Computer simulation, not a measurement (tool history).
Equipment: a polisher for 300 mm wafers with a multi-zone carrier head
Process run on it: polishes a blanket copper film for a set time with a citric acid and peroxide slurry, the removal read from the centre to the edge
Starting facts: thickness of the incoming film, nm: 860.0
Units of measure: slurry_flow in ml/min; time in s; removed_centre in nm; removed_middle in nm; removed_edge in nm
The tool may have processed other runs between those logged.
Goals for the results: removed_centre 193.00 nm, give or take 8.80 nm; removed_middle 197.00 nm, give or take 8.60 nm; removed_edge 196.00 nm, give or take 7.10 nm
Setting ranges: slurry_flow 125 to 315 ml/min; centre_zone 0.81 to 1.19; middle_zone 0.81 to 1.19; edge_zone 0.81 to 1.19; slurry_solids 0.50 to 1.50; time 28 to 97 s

run 1 hour=0.0 | slurry_flow=205 centre_zone=1.00 middle_zone=1.00 edge_zone=1.00 slurry_solids=1.00 time=62 | removed_centre=156.27 removed_middle=153.96 removed_edge=156.15
run 2 hour=0.6 | slurry_flow=205 centre_zone=1.00 middle_zone=1.00 edge_zone=0.93 slurry_solids=1.00 time=62 | removed_centre=160.05 removed_middle=155.14 removed_edge=152.80
run 3 hour=9.5 | slurry_flow=205 centre_zone=1.00 middle_zone=1.00 edge_zone=0.93 slurry_solids=1.00 time=53 | removed_centre=132.29 removed_middle=132.28 removed_edge=127.25
run 4 hour=12.6 | slurry_flow=175 centre_zone=1.00 middle_zone=1.00 edge_zone=0.93 slurry_solids=1.00 time=53 | removed_centre=130.98 removed_middle=127.73 removed_edge=126.43
run 5 hour=19.2 | slurry_flow=180 centre_zone=1.01 middle_zone=1.02 edge_zone=0.97 slurry_solids=1.15 time=57 | removed_centre=145.56 removed_middle=148.82 removed_edge=142.32
run 6 hour=22.1 | slurry_flow=185 centre_zone=1.02 middle_zone=1.01 edge_zone=1.01 slurry_solids=1.25 time=60 | removed_centre=158.72 removed_middle=159.42 removed_edge=157.63
run 7 hour=22.6 | slurry_flow=195 centre_zone=1.03 middle_zone=1.02 edge_zone=1.05 slurry_solids=1.30 time=61 | removed_centre=163.85 removed_middle=163.56 removed_edge=165.48
run 8 hour=27.2 | slurry_flow=205 centre_zone=1.04 middle_zone=1.04 edge_zone=1.07 slurry_solids=1.35 time=62 | removed_centre=174.73 removed_middle=171.92 removed_edge=172.18
run 9 hour=30.7 | slurry_flow=210 centre_zone=1.04 middle_zone=1.06 edge_zone=1.09 slurry_solids=1.40 time=63 | removed_centre=177.31 removed_middle=184.75 removed_edge=177.55
run 10 hour=37.7 | slurry_flow=235 centre_zone=1.08 middle_zone=1.02 edge_zone=1.19 slurry_solids=1.50 time=65 | removed_centre=200.63 removed_middle=182.74 removed_edge=202.33

Which one of the following 4 next-run settings gets every result inside its allowed miss? There is exactly one.
run A hour=44.7 | slurry_flow=270 centre_zone=1.19 middle_zone=1.09 edge_zone=1.01 slurry_solids=1.40 time=64 | removed_centre=? removed_middle=? removed_edge=?
run B hour=44.7 | slurry_flow=245 centre_zone=0.99 middle_zone=1.03 edge_zone=1.19 slurry_solids=1.50 time=68 | removed_centre=? removed_middle=? removed_edge=?
run C hour=44.7 | slurry_flow=250 centre_zone=0.99 middle_zone=1.01 edge_zone=1.03 slurry_solids=1.50 time=68 | removed_centre=? removed_middle=? removed_edge=?
run D hour=44.7 | slurry_flow=280 centre_zone=1.16 middle_zone=1.08 edge_zone=1.17 slurry_solids=1.50 time=63 | removed_centre=? removed_middle=? removed_edge=?

move=A removed_centre=217.10 removed_middle=194.03 removed_edge=179.50
move=B removed_centre=192.44 removed_middle=197.92 removed_edge=209.15
move=C removed_centre=192.95 removed_middle=195.26 removed_edge=194.79
move=D removed_centre=212.85 removed_middle=193.60 removed_edge=194.20
A: corrects the largest miss of the last run, while another result sits out of spec
B: corrects the largest miss of the last run, while another result sits out of spec
C: in spec on every target
D: corrects the largest miss of the last run, while another result sits out of spec
Correct choice: C, which meets every target
